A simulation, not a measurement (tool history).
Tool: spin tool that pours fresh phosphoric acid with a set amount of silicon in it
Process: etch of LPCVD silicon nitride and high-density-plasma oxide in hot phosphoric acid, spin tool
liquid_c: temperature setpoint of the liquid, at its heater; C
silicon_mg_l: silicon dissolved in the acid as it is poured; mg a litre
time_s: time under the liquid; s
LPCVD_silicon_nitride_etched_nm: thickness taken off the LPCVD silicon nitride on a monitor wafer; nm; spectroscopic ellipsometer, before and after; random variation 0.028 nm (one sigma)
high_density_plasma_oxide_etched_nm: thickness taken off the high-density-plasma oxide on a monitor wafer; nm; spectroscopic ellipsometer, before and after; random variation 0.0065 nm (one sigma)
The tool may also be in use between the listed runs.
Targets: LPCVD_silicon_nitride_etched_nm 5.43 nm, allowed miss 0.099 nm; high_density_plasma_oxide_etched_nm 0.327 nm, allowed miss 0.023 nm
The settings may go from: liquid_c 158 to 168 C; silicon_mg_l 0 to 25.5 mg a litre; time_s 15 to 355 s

run  hour  liquid_c  silicon_mg_l  time_s  LPCVD_silicon_nitride_etched_nm  high_density_plasma_oxide_etched_nm
  1     0       163            11     180                           16.704                               1.1965
  2   4.5       162            11     150                           13.296                              0.94501
  3   6.1       161            11     150                           13.057                              0.86397
  4  10.8     160.5            11     125                           10.769                              0.70124
  5  13.4     160.5            14     125                            10.65                              0.63493
  6  16.2     160.5            14      90                           7.6909                              0.46294
  7  23.4     161.5          15.5      85                           7.5026                              0.43315
  8  25.3       160            13      20                           1.6769                             0.098625
  9  34.1     161.5          14.5      20                           1.7571                              0.10683
 10  38.5       164          21.5     110                            10.54                              0.59398
 11  44.3       163            19     105                           9.7807                              0.56895
 12  50.5       163            18     105                           9.8023                              0.58824
 13  53.7       162            16     105                           9.4386                              0.54715
 14    56     162.5          15.5     105                           9.5475                              0.60351
 15  58.2     161.5            14     105                           9.3049                              0.58422
 16  64.1       159            12      15                           1.2194                             0.070381
 17  70.4     160.5            14      15                           1.2811                             0.079545
 18  78.9     161.5            16      20                           1.7681                              0.10827

Which of these 4 next moves meets every target?
  A  87.4       158            10      70                                ?                                    ?
  B  87.4       164          18.5      55                                ?                                    ?
  C  87.4       160          19.5      65                                ?                                    ?
  D  87.4       161          13.5      60                                ?                                    ?

move  LPCVD_silicon_nitride_etched_nm  high_density_plasma_oxide_etched_nm
   A                            5.446                              0.33077
   B                           5.2295                              0.32815
   C                           5.4101                               0.2812
   D                           5.1641                              0.32672
A: meets every target
B: nearer than the last run, and not there yet
C: brings the result that was furthest off to its target, and leaves another outside
D: nearer than the last run, and not there yet
Move A is the one to make.
